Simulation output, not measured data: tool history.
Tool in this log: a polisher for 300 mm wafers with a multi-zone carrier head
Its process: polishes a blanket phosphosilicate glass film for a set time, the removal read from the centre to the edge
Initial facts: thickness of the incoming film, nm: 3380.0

run	hour	flow of slurry (ml/min)	pressure of the head's centre zone	pressure of the head's middle zone	pressure of the head's edge zone	abrasive content of the slurry	polishing time (s)	film removed at the wafer's centre (angstrom)	film removed at mid-radius (angstrom)	film removed at the wafer's edge (angstrom)
1	0.0	305	1.00	1.00	1.00	1.00	38	3198.8	3136.5	3359.7
2	6.6	305	0.99	1.00	1.02	1.05	38	3300.3	3300.1	3493.1
3	15.2	305	0.99	1.00	1.02	1.05	33	2897.9	2889.4	3025.0
4	17.8	300	0.98	0.98	1.04	1.10	33	2863.8	2836.2	3113.7
5	23.1	300	0.98	0.98	1.06	1.15	33	2950.7	2872.2	3209.4
6	31.2	300	0.97	0.98	1.07	1.20	33	3020.9	3002.1	3287.4
7	40.1	300	0.96	0.97	1.08	1.25	33	3040.8	3052.2	3365.4
8	48.3	300	0.95	0.96	1.09	1.30	33	3038.5	2961.6	3424.3
9	52.3	300	0.95	0.96	1.09	1.30	33	3039.7	3035.5	3405.7
10	55.1	300	0.94	0.95	1.10	1.35	34	3104.4	3229.6	3580.9
# hour 59.2: slurry nozzle cleaned
11	59.2	300	0.94	0.94	1.11	1.35	34	3327.0	3362.4	3794.9
12	63.8	305	0.93	0.92	1.11	1.35	34	3290.3	3209.8	3779.7
13	71.2	315	0.93	0.92	1.12	1.35	34	3280.9	3277.3	3839.3
14	78.7	325	0.93	0.92	1.12	1.35	34	3321.8	3278.8	3795.2
15	80.8	330	0.92	0.91	1.13	1.35	34	3248.6	3200.8	3829.2

What will run 16 give?
16	84.6	330	0.92	0.91	1.14	1.35	34	?	?	?

{"run 16": {"film removed at the wafer's centre (angstrom)": 3280.4, "film removed at mid-radius (angstrom)": 3286.8, "film removed at the wafer's edge (angstrom)": 3854.8}}

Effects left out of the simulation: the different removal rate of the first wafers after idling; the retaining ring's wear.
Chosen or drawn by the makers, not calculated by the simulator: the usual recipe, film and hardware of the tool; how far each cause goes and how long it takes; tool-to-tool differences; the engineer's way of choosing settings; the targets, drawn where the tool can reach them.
